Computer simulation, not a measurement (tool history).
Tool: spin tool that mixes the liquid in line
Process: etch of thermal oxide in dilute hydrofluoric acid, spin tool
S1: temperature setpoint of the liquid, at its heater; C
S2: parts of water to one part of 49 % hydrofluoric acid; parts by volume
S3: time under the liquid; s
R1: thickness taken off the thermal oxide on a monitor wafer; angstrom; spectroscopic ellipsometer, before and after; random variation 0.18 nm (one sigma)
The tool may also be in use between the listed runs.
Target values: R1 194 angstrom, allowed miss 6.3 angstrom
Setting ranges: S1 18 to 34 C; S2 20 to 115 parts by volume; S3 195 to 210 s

run,hour,S1,S2,S3,R1
1,0,26,65,195,139.91
2,7.8,26,65,210,150.79
3,11.5,27,65,210,156.43
4,16,28,65,210,163.37
5,20.8,28,85,210,124.68
6,27.1,28,85,210,123.5
7,30.2,32,70,210,177.18
8,31.3,32,70,210,178.92
9,37.5,32.5,70,210,182.34
10,40.2,33,70,210,184.52

Of the 4 settings listed for the next run, only one would bring every result within its allowed miss of target. Which one?
A,42.9,33,65,205,?
B,42.9,34,65,210,?
C,42.9,34,60,195,?
D,42.9,34,75,200,?

move,R1
A,198.34
B,210.95
C,213.97
D,171.3
A: in spec on every target
B: takes the biggest miss from the last run beyond its target
C: takes the biggest miss from the last run beyond its target
D: the biggest miss grows against the last run
The move that meets every target is A.

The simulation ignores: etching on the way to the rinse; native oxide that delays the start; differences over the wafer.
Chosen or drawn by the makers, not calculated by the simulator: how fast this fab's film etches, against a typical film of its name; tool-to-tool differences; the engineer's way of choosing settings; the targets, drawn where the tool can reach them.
